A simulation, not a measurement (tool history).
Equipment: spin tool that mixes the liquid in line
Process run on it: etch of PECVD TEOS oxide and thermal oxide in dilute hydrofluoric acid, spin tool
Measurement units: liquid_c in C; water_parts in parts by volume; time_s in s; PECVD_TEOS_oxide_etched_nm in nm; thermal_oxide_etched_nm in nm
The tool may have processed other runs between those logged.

run	hour	liquid_c	water_parts	time_s	PECVD_TEOS_oxide_etched_nm	thermal_oxide_etched_nm
1	0	22	45	50	17.062	5.4129
2	8.5	21.5	45	50	16.485	5.2779
3	12.5	21	45	50	16.393	5.1697
4	13.8	21	35	50	21.222	6.7396
5	22.6	21	35	30	12.859	4.0919
6	29.7	22	35	30	13.413	4.1762
7	31.4	22.5	35	30	13.716	4.275

For run 8, what comes out?
8	34.9	26	35	30	?	?

PECVD_TEOS_oxide_etched_nm: 15.875 nm
thermal_oxide_etched_nm: 4.917 nm
